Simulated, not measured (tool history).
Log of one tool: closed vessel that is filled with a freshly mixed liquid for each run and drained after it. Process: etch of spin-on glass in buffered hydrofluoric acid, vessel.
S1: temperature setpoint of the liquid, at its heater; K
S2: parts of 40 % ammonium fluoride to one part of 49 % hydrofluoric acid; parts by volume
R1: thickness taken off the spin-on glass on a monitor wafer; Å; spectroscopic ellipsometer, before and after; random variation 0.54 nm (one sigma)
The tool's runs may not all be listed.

{"run": 1, "hour": 0.0, "S1": 294.15, "S2": 10.5, "time in the liquid (s)": 30, "R1": 752.69}
{"run": 2, "hour": 3.0, "S1": 292.15, "S2": 10.5, "time in the liquid (s)": 30, "R1": 670.53}
{"run": 3, "hour": 6.6, "S1": 290.15, "S2": 10.5, "time in the liquid (s)": 30, "R1": 599.45}
{"run": 4, "hour": 13.9, "S1": 290.15, "S2": 8, "time in the liquid (s)": 30, "R1": 766.4}
{"run": 5, "hour": 18.7, "S1": 290.15, "S2": 8, "time in the liquid (s)": 30, "R1": 762.49}
{"run": 6, "hour": 22.0, "S1": 290.15, "S2": 9, "time in the liquid (s)": 30, "R1": 671.98}
{"run": 7, "hour": 26.7, "S1": 293.15, "S2": 9, "time in the liquid (s)": 30, "R1": 790.06}
{"run": 8, "hour": 34.9, "S1": 297.15, "S2": 8, "time in the liquid (s)": 30, "R1": 1136.2}
{"run": 9, "hour": 40.1, "S1": 298.15, "S2": 8, "time in the liquid (s)": 30, "R1": 1180.6}

Run 10 comes next. What will it give?
{"run": 10, "hour": 46.2, "S1": 298.65, "S2": 8, "time in the liquid (s)": 30, "R1": "?"}

R1: 1219.1 Å
